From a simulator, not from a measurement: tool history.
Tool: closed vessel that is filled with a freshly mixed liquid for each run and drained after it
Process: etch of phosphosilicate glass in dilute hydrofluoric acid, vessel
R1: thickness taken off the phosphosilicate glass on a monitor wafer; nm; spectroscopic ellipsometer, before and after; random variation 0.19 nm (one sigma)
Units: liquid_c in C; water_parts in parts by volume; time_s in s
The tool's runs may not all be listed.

{"run": 1, "hour": 0.0, "liquid_c": 26, "water_parts": 250, "time_s": 65, "R1": 26.704}
{"run": 2, "hour": 7.3, "liquid_c": 25, "water_parts": 250, "time_s": 65, "R1": 26.141}
{"run": 3, "hour": 14.8, "liquid_c": 25, "water_parts": 175, "time_s": 65, "R1": 40.366}
{"run": 4, "hour": 23.0, "liquid_c": 25, "water_parts": 175, "time_s": 65, "R1": 40.052}
{"run": 5, "hour": 24.3, "liquid_c": 23.5, "water_parts": 195, "time_s": 65, "R1": 33.683}
{"run": 6, "hour": 28.6, "liquid_c": 22, "water_parts": 195, "time_s": 65, "R1": 32.036}
{"run": 7, "hour": 34.8, "liquid_c": 21, "water_parts": 205, "time_s": 65, "R1": 28.797}
{"run": 8, "hour": 41.9, "liquid_c": 20.5, "water_parts": 210, "time_s": 65, "R1": 27.589}
{"run": 9, "hour": 47.0, "liquid_c": 20, "water_parts": 215, "time_s": 65, "R1": 26.187}
{"run": 10, "hour": 51.0, "liquid_c": 19.5, "water_parts": 220, "time_s": 65, "R1": 24.759}

Forecast run 11:
{"run": 11, "hour": 56.7, "liquid_c": 19.5, "water_parts": 220, "time_s": 65, "R1": "?"}

R1: 24.777 nm

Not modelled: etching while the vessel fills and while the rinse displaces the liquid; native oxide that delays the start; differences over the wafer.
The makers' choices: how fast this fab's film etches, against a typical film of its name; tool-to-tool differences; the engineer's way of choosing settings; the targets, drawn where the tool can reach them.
